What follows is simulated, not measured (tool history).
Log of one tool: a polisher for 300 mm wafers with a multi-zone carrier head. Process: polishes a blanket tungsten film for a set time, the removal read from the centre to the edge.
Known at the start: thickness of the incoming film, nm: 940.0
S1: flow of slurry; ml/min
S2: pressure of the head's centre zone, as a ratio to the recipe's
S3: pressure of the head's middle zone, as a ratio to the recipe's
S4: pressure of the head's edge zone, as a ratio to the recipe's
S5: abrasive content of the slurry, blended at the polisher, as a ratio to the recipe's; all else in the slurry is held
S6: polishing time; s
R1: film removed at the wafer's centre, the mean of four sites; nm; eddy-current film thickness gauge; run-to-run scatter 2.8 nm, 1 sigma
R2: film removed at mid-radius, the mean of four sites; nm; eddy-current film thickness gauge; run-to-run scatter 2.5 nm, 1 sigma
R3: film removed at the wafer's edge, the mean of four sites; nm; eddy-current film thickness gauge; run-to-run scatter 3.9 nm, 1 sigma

run,hour,S1,S2,S3,S4,S5,S6,R1,R2,R3
1,0,250,1,1,1,1,64,321.84,362.57,360.28
2,3.7,250,1,1,1,1,75,376.29,429.28,411.41
3,7.3,245,1.01,0.96,0.95,0.85,71,351.29,380.5,377.4
4,15.3,245,1.02,0.94,0.92,0.75,66,318.79,338.41,335.57
5,23.7,245,1.02,0.94,0.92,0.6,66,316.69,333.41,328.23
6,32.7,240,1.02,0.91,0.89,0.55,64,299.92,313.37,308.51
7,35.5,230,1.02,0.88,0.87,0.55,63,294.38,293.96,302.85
8,42.4,220,1.02,0.87,0.85,0.55,63,291.16,295.09,301.83

The next listed run, before its measurement:
9,43.4,220,1.03,0.86,0.84,0.55,62,?,?,?

Logged for run 9: R1 292.85 nm, R2 285.03 nm, R3 291.91 nm.
